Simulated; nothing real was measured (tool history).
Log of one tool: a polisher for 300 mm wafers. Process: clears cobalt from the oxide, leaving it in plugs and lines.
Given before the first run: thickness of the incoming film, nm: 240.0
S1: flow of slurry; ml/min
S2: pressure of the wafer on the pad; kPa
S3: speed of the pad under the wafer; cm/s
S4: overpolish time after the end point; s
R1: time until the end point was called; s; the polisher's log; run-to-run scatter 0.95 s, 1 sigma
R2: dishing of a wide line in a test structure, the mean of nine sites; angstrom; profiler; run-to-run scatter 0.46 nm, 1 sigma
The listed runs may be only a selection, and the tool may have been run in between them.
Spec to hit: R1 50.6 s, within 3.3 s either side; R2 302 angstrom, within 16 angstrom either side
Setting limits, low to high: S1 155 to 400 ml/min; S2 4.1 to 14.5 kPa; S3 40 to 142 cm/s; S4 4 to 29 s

run,hour,S1,S2,S3,S4,R1,R2
1,0,255,9,90,15,74.735,305.77
2,8.6,255,9,102,15,69.212,310.11
3,16.6,255,6.9,102,15,87.205,283.48
4,23.4,255,7.6,104,14,78.815,279
5,29.8,255,8.3,106,13,70.717,288.27
6,33.6,210,8.3,106,13,74.669,280.24
7,37.3,215,9,106,12,69.149,283.73
8,41.5,220,9.7,106,12,63.465,292.85
9,43.5,225,9.7,106,12,63.405,303.96

Below are 4 possible settings for the next run. Only one of them brings all results inside the allowed miss of their targets. Which is it?
A,45.5,210,9.7,98,12,?,?
B,45.5,245,11.7,112,10,?,?
C,45.5,250,8.3,92,17,?,?
D,45.5,265,7.6,100,16,?,?

move,R1,R2
A,65.814,290.78
B,49.606,306.47
C,77.333,322.08
D,79.059,308.72
A: misses by more than the last run did
B: meets every target
C: misses by more than the last run did
D: misses by more than the last run did
The move that meets every target is B.

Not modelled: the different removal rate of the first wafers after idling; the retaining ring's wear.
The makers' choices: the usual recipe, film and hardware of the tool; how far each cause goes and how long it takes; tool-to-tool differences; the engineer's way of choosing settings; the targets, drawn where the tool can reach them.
